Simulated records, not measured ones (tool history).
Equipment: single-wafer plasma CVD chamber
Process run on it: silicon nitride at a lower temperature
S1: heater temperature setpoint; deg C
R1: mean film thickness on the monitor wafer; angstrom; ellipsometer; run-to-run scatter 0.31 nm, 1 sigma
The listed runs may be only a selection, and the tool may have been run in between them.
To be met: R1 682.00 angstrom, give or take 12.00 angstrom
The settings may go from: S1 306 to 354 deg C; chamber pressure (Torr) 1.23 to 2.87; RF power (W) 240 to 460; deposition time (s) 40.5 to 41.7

{"run": 1, "hour": 0.0, "S1": 330, "chamber pressure (Torr)": 2.05, "RF power (W)": 350, "deposition time (s)": 40.5, "R1": 547.33}
{"run": 2, "hour": 2.0, "S1": 330, "chamber pressure (Torr)": 2.16, "RF power (W)": 365, "deposition time (s)": 40.6, "R1": 575.71}
{"run": 3, "hour": 5.8, "S1": 335, "chamber pressure (Torr)": 2.16, "RF power (W)": 365, "deposition time (s)": 40.6, "R1": 579.31}
{"run": 4, "hour": 13.0, "S1": 335, "chamber pressure (Torr)": 2.28, "RF power (W)": 370, "deposition time (s)": 40.6, "R1": 590.01}
{"run": 5, "hour": 18.3, "S1": 346, "chamber pressure (Torr)": 2.28, "RF power (W)": 370, "deposition time (s)": 40.6, "R1": 590.04}
{"run": 6, "hour": 24.5, "S1": 346, "chamber pressure (Torr)": 2.36, "RF power (W)": 380, "deposition time (s)": 40.6, "R1": 610.38}
{"run": 7, "hour": 26.1, "S1": 346, "chamber pressure (Torr)": 2.43, "RF power (W)": 385, "deposition time (s)": 40.6, "R1": 616.95}
{"run": 8, "hour": 27.8, "S1": 346, "chamber pressure (Torr)": 2.48, "RF power (W)": 390, "deposition time (s)": 40.6, "R1": 626.76}
{"run": 9, "hour": 33.3, "S1": 346, "chamber pressure (Torr)": 2.53, "RF power (W)": 395, "deposition time (s)": 40.6, "R1": 637.8}
{"run": 10, "hour": 39.5, "S1": 346, "chamber pressure (Torr)": 2.57, "RF power (W)": 400, "deposition time (s)": 40.6, "R1": 649.63}
{"run": 11, "hour": 44.1, "S1": 346, "chamber pressure (Torr)": 2.61, "RF power (W)": 400, "deposition time (s)": 40.6, "R1": 644.68}
{"run": 12, "hour": 52.2, "S1": 346, "chamber pressure (Torr)": 2.64, "RF power (W)": 405, "deposition time (s)": 40.6, "R1": 656.83}
{"run": 13, "hour": 53.1, "S1": 346, "chamber pressure (Torr)": 2.67, "RF power (W)": 405, "deposition time (s)": 40.6, "R1": 657.11}
{"run": 14, "hour": 58.0, "S1": 346, "chamber pressure (Torr)": 2.69, "RF power (W)": 405, "deposition time (s)": 40.6, "R1": 658.34}
{"run": 15, "hour": 64.7, "S1": 346, "chamber pressure (Torr)": 2.71, "RF power (W)": 405, "deposition time (s)": 40.6, "R1": 654.52}
{"run": 16, "hour": 72.8, "S1": 346, "chamber pressure (Torr)": 2.72, "RF power (W)": 410, "deposition time (s)": 40.6, "R1": 661.48}
{"run": 17, "hour": 73.4, "S1": 346, "chamber pressure (Torr)": 2.74, "RF power (W)": 410, "deposition time (s)": 40.6, "R1": 666.54}
{"hour": 78.8, "done": "RF generator calibrated"}
{"run": 18, "hour": 78.8, "S1": 346, "chamber pressure (Torr)": 2.75, "RF power (W)": 410, "deposition time (s)": 40.6, "R1": 700.28}
{"run": 19, "hour": 83.8, "S1": 347, "chamber pressure (Torr)": 2.74, "RF power (W)": 410, "deposition time (s)": 40.6, "R1": 697.33}
{"run": 20, "hour": 87.0, "S1": 347, "chamber pressure (Torr)": 2.72, "RF power (W)": 410, "deposition time (s)": 40.6, "R1": 695.96}

Which single option among these 4 for the next run brings every result within its allowed miss of target? Just one does.
{"run": "A", "hour": 90.2, "S1": 343, "chamber pressure (Torr)": 2.75, "RF power (W)": 395, "deposition time (s)": 40.5, "R1": "?"}
{"run": "B", "hour": 90.2, "S1": 348, "chamber pressure (Torr)": 2.72, "RF power (W)": 405, "deposition time (s)": 41.4, "R1": "?"}
{"run": "C", "hour": 90.2, "S1": 345, "chamber pressure (Torr)": 2.57, "RF power (W)": 440, "deposition time (s)": 40.5, "R1": "?"}
{"run": "D", "hour": 90.2, "S1": 343, "chamber pressure (Torr)": 2.87, "RF power (W)": 370, "deposition time (s)": 40.6, "R1": "?"}

move=A R1=674.91
move=B R1=699.52
move=C R1=717.82
move=D R1=650.07
A: in spec on every target
B: its largest miss is bigger than the last run's
C: its largest miss is bigger than the last run's
D: moves the result that the last run missed by most past its target, out the other side
The right move is A.
